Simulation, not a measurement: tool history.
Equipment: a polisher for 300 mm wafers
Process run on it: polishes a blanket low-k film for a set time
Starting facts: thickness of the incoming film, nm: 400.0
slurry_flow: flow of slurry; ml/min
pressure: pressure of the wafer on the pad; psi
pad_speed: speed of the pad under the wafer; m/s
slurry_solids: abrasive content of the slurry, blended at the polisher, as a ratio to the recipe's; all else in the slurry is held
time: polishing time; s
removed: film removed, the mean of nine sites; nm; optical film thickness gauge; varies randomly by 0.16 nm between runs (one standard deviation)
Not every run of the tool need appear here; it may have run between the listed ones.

{"run": 1, "hour": 0.0, "slurry_flow": 165, "pressure": 2.4, "pad_speed": 1.18, "slurry_solids": 1.0, "time": 72, "removed": 31.504}
{"run": 2, "hour": 5.5, "slurry_flow": 165, "pressure": 2.4, "pad_speed": 1.18, "slurry_solids": 1.0, "time": 76, "removed": 33.244}
{"run": 3, "hour": 7.6, "slurry_flow": 165, "pressure": 2.9, "pad_speed": 1.18, "slurry_solids": 1.0, "time": 76, "removed": 39.197}
{"run": 4, "hour": 12.3, "slurry_flow": 165, "pressure": 3.4, "pad_speed": 1.18, "slurry_solids": 1.0, "time": 76, "removed": 44.74}
{"run": 5, "hour": 21.0, "slurry_flow": 140, "pressure": 3.4, "pad_speed": 1.18, "slurry_solids": 1.0, "time": 76, "removed": 43.484}
{"run": 6, "hour": 29.7, "slurry_flow": 140, "pressure": 3.2, "pad_speed": 1.18, "slurry_solids": 1.0, "time": 76, "removed": 41.487}
{"run": 7, "hour": 30.6, "slurry_flow": 140, "pressure": 3.0, "pad_speed": 1.18, "slurry_solids": 1.0, "time": 76, "removed": 39.392}
{"run": 8, "hour": 37.8, "slurry_flow": 140, "pressure": 2.8, "pad_speed": 1.18, "slurry_solids": 1.0, "time": 76, "removed": 36.62}
{"run": 9, "hour": 45.2, "slurry_flow": 140, "pressure": 2.7, "pad_speed": 1.18, "slurry_solids": 1.0, "time": 76, "removed": 35.535}
{"run": 10, "hour": 51.3, "slurry_flow": 140, "pressure": 2.6, "pad_speed": 1.18, "slurry_solids": 1.0, "time": 76, "removed": 34.564}

Estimate the outcome of run 11 from the log above:
{"run": 11, "hour": 53.5, "slurry_flow": 125, "pressure": 2.0, "pad_speed": 1.16, "slurry_solids": 1.0, "time": 76, "removed": "?"}

{"run 11": {"removed": 27.064}}

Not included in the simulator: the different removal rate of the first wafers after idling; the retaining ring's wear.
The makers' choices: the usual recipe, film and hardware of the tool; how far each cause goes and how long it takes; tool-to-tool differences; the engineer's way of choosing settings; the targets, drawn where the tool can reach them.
